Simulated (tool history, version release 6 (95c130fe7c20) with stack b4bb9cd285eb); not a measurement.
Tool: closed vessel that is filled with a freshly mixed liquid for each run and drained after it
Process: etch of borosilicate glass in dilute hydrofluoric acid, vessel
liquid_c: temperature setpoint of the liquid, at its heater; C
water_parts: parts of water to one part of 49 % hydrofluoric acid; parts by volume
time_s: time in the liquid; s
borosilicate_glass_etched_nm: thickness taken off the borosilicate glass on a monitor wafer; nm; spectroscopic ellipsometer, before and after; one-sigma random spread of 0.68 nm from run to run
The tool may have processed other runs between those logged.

run    day  liquid_c  water_parts  time_s  borosilicate_glass_etched_nm
  1      0        21          275     295                        29.801
  2    0.2        21          340     295                        22.915
  3  0.375      22.5          295     295                        29.017
  4  0.596      22.5          295     315                        30.732
  5  0.929      23.5          255     315                        37.708
  6  1.046      26.5          255     315                        41.836
  7  1.321      26.5          255     315                        42.469
  8  1.458        27          230     315                        50.306
  9    1.8      27.5          215     315                        54.788
 10  2.042        28          205     315                        59.325
 11  2.112        28          195     315                        61.573
 12  2.446        28          190     315                        64.322
 13  2.746        28          185     315                        65.617

Predict the results of run 14:
 14  2.85        28          180     315                             ?

{"run 14": {"borosilicate_glass_etched_nm": 68.933}}
